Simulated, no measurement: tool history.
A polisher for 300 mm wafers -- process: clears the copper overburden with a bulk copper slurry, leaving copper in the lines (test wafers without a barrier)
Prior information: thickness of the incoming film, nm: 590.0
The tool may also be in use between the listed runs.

run	hour	flow of slurry (ml/min)	pressure of the wafer on the pad (psi)	speed of the pad under the wafer (cm/s)	abrasive content of the slurry	overpolish time after the end point (s)	time until the end point was called (s)	dishing of a wide line in a test structure (angstrom)
1	0	310	1.8	98	1	27	107.93	720.45
2	3.3	310	1.7	98	1	29	116.51	731.61
3	8.4	310	1.7	98	1	38	112.74	869.78
4	12.9	235	1.7	98	1	38	118.34	856.57
5	19.6	235	1.9	98	1	38	105.59	931.12
6	20.3	235	1.7	98	1	37	117.67	827.75
7	26.4	235	1.6	98	1	37	123.77	776.47
8	27.1	230	1.5	98	1	37	133.52	742.77

The next listed run, before its measurement:
9	29.9	230	1.3	98	1	35	?	?

time until the end point was called (s): 152.06
dishing of a wide line in a test structure (angstrom): 670.08

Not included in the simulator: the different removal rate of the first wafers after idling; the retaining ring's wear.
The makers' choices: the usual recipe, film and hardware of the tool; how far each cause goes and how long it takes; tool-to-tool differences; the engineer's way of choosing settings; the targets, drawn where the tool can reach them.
